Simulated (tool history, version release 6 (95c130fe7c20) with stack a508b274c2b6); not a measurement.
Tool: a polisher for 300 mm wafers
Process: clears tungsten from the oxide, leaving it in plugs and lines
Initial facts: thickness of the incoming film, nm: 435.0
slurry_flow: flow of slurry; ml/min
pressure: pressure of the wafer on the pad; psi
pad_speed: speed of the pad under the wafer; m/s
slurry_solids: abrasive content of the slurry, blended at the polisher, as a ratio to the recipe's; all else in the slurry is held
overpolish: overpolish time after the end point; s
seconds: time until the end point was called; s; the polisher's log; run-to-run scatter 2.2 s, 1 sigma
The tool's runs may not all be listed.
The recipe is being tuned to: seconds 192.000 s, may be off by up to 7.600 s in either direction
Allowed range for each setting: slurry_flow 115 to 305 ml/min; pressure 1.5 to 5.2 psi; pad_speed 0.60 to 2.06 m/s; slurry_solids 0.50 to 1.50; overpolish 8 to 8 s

run,hour,slurry_flow,pressure,pad_speed,slurry_solids,overpolish,seconds
1,0.0,195,3.3,1.32,1.00,8,94.723
2,1.1,195,2.9,1.28,1.00,8,112.460
3,5.3,175,2.9,1.28,1.00,8,114.770
4,11.0,175,2.9,1.28,1.00,8,114.210
5,18.2,175,2.9,1.28,1.10,8,109.260
6,22.8,175,2.9,1.12,1.10,8,126.600
7,24.3,175,2.6,1.12,1.10,8,138.000
8,32.4,175,2.4,1.12,1.10,8,148.720
9,38.0,170,1.5,1.10,1.10,8,244.930
10,46.7,170,1.5,1.10,1.10,8,243.720
11,51.4,170,1.6,1.10,1.10,8,228.410
12,58.2,170,1.6,1.10,1.10,8,227.390

Of the 4 settings listed for the next run, only one would bring every result within its allowed miss of target. Which one?
A,65.0,170,2.3,0.98,1.45,8,?
B,65.0,180,1.7,1.22,1.25,8,?
C,65.0,195,1.7,1.42,1.20,8,?
D,65.0,165,1.6,0.88,1.20,8,?

move,seconds
A,165.960
B,186.600
C,162.250
D,268.630
A: the result that was furthest off in the last run now lies on the other side of its target
B: every result within its allowed miss
C: the result that was furthest off in the last run now lies on the other side of its target
D: further off than the last run
B is the move that brings every result within its allowed miss.
